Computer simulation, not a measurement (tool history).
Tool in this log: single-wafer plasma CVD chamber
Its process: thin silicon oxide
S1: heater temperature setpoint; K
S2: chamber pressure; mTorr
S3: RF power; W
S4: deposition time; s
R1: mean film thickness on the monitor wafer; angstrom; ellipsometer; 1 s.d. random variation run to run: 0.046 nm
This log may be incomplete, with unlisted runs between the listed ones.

run 1 hour=0 | S1=678.15 S2=811 S3=290 S4=4.62 | R1=88.977
run 2 hour=7.6 | S1=678.15 S2=843 S3=290 S4=4.62 | R1=90.901
run 3 hour=9.7 | S1=678.15 S2=901 S3=290 S4=4.62 | R1=97.18
run 4 hour=10.3 | S1=678.15 S2=826 S3=290 S4=4.62 | R1=90.105
run 5 hour=15.2 | S1=678.15 S2=859 S3=290 S4=4.62 | R1=93.576
run 6 hour=18.6 | S1=678.15 S2=882 S3=290 S4=4.62 | R1=95.408
run 7 hour=21.8 | S1=678.15 S2=902 S3=290 S4=4.62 | R1=97.368

Run 8 has not been measured yet. What should we expect?
run 8 hour=29.1 | S1=678.15 S2=917 S3=290 S4=4.62 | R1=?

{"run 8": {"R1": 98.622}}
